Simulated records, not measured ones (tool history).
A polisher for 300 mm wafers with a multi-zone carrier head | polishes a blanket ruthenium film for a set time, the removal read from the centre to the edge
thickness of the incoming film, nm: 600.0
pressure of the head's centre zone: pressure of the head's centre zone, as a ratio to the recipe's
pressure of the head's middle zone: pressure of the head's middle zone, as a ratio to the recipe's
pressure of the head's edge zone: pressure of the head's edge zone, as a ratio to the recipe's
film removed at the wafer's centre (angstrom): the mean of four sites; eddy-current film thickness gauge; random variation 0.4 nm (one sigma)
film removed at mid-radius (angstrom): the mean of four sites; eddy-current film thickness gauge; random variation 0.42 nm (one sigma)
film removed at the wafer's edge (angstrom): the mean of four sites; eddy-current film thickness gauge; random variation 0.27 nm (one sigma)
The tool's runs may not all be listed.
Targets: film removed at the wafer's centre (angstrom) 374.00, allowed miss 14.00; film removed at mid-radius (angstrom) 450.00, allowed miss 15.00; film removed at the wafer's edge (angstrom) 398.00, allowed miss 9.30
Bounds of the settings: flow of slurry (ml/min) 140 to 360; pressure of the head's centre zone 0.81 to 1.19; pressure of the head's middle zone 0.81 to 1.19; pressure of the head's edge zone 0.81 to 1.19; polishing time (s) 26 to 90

run    day  flow of slurry (ml/min)  pressure of the head's centre zone  pressure of the head's middle zone  pressure of the head's edge zone  polishing time (s)  film removed at the wafer's centre (angstrom)  film removed at mid-radius (angstrom)  film removed at the wafer's edge (angstrom)
  1  0.000                      230                                1.00                                1.00                              1.00                  58                                         573.91                                 562.42                                       560.97
  2  0.371                      210                                1.00                                1.00                              1.00                  58                                         570.26                                 546.33                                       559.50
  3  0.733                      220                                0.98                                1.01                              0.98                  55                                         522.86                                 533.97                                       529.06
  4  0.938                      225                                0.97                                1.02                              0.96                  53                                         504.82                                 524.63                                       505.20
  5  1.021                      225                                0.97                                1.02                              0.96                  47                                         444.87                                 461.79                                       445.46
  6  1.104                      195                                0.97                                1.02                              0.96                  47                                         434.10                                 451.07                                       437.14
  7  1.462                      155                                0.87                                1.08                              0.86                  45                                         355.56                                 434.74                                       389.10
  8  1.746                      160                                0.87                                1.08                              0.86                  45                                         358.62                                 442.57                                       389.37

Which of these 5 next moves meets every target?
  A  2.029                      160                                0.81                                1.06                              0.89                  47                                              ?                                      ?                                            ?
  B  2.029                      145                                0.89                                1.09                              0.83                  47                                              ?                                      ?                                            ?
  C  2.029                      170                                0.90                                1.00                              0.89                  45                                              ?                                      ?                                            ?
  D  2.029                      180                                0.97                                0.97                              0.93                  46                                              ?                                      ?                                            ?
  E  2.029                      155                                0.88                                1.08                              0.93                  47                                              ?                                      ?                                            ?

move  film removed at the wafer's centre (angstrom)  film removed at mid-radius (angstrom)  film removed at the wafer's edge (angstrom)
   A                                         348.38                                 457.27                                       417.77
   B                                         373.52                                 457.62                                       398.18
   C                                         376.10                                 421.83                                       403.99
   D                                         419.70                                 424.79                                       425.01
   E                                         375.85                                 461.16                                       424.05
A: further off than the last run
B: meets every target
C: brings the result that was furthest off to its target, and leaves another outside
D: takes the result that was furthest off past its target
E: brings the result that was furthest off to its target, and leaves another outside
Move B is the one to make.
